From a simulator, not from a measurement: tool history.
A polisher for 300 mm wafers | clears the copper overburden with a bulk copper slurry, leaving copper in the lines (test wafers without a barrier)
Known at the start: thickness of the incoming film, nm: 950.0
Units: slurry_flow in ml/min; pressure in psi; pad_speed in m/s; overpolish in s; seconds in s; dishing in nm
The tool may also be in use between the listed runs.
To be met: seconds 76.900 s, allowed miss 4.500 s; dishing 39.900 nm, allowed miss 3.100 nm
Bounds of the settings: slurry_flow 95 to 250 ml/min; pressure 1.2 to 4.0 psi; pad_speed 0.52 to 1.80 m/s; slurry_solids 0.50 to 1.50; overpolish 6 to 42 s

run,hour,slurry_flow,pressure,pad_speed,slurry_solids,overpolish,seconds,dishing
1,0.0,160,2.6,1.16,1.00,21,102.390,61.042
2,5.9,160,2.6,1.16,1.15,21,105.040,61.959
3,12.4,125,2.6,1.16,1.15,21,105.060,61.194
4,20.6,120,2.5,1.22,1.10,19,101.940,58.140
5,29.0,115,2.4,1.28,1.05,18,104.780,57.792
6,32.8,115,2.7,1.28,1.05,18,95.964,61.094
7,39.3,130,2.6,1.34,1.10,17,93.485,60.119
8,42.8,130,2.6,1.34,1.10,17,89.616,60.312
9,49.8,130,2.6,1.34,1.10,17,92.365,59.353
10,58.6,140,2.5,1.38,1.15,16,92.222,59.841
11,64.1,135,2.5,1.42,1.10,15,87.104,58.690
12,65.5,145,2.4,1.46,1.05,14,87.277,55.515
13,72.5,150,2.3,1.50,1.00,13,91.916,53.377
14,77.9,160,2.3,1.54,0.95,12,89.498,50.681

Which of these 5 next moves meets every target?
A,83.3,170,2.6,1.60,1.00,6,?,?
B,83.3,145,2.7,1.80,0.80,6,?,?
C,83.3,200,1.8,1.48,1.00,16,?,?
D,83.3,105,3.0,1.16,1.00,27,?,?
E,83.3,105,2.3,1.32,1.10,18,?,?

move,seconds,dishing
A,74.056,38.365
B,67.204,40.892
C,106.180,50.140
D,94.217,65.523
E,102.380,55.216
A: meets every target
B: brings the result that was furthest off to its target, and leaves another outside
C: further off than the last run
D: further off than the last run
E: further off than the last run
Answer: A
